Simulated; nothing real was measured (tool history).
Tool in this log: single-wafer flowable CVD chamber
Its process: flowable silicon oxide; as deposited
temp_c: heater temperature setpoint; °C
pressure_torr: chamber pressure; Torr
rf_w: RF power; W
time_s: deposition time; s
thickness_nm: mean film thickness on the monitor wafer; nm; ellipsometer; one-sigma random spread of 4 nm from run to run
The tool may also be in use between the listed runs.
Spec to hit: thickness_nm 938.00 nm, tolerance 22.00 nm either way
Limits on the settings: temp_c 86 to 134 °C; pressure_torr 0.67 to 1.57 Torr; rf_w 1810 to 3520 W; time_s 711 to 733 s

run  hour  temp_c  pressure_torr  rf_w  time_s  thickness_nm
  1   0.0     110           1.12  2665     711        521.75
  2   7.7     105           1.12  2665     711        634.07
  3  10.1     102           1.12  2665     711        705.71
  4  15.0     100           1.12  2665     711        766.12
  5  15.8      99           1.12  2665     711        791.90
  6  17.4      98           1.12  2665     711        825.81
  7  26.1      97           1.12  2665     711        854.61
  8  31.4      96           1.12  2665     711        888.82

Exercise: of the 4 proposed moves below, exactly one satisfies all targets within the stated allowed misses. Which move is it?
  A  36.7      99           1.18  2705     721             ?
  B  36.7      98           1.10  2825     711             ?
  C  36.7      96           1.19  2585     716             ?
  D  36.7      94           1.02  2680     711             ?

move  thickness_nm
   A        853.03
   B        818.41
   C        952.88
   D        882.30
A: further off than the last run
B: further off than the last run
C: all results land within tolerance of their targets
D: further off than the last run
C meets every target.

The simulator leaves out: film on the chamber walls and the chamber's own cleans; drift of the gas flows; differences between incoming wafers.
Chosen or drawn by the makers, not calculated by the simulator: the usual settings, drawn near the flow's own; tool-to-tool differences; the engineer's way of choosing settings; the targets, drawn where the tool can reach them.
